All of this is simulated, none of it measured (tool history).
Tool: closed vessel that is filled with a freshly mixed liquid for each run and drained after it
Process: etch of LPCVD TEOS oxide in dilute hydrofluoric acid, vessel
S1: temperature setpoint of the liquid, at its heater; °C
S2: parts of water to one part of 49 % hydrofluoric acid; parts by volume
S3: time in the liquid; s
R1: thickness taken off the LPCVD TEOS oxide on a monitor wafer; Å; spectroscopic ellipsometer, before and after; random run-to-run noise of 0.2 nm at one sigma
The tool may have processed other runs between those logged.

run	day	S1	S2	S3	R1
1	0.000	25.0	110	140	438.15
2	0.150	25.0	110	140	435.36
3	0.388	25.0	125	140	379.26
4	0.746	25.0	125	140	379.59
5	1.079	25.0	95	140	519.44
6	1.317	25.0	120	140	393.65
7	1.662	23.5	120	140	374.09
8	1.867	22.5	120	140	358.75

Predict the results of run 9:
9	2.183	22.0	120	140	?

Run 9 yielded R1 352.10 Å.

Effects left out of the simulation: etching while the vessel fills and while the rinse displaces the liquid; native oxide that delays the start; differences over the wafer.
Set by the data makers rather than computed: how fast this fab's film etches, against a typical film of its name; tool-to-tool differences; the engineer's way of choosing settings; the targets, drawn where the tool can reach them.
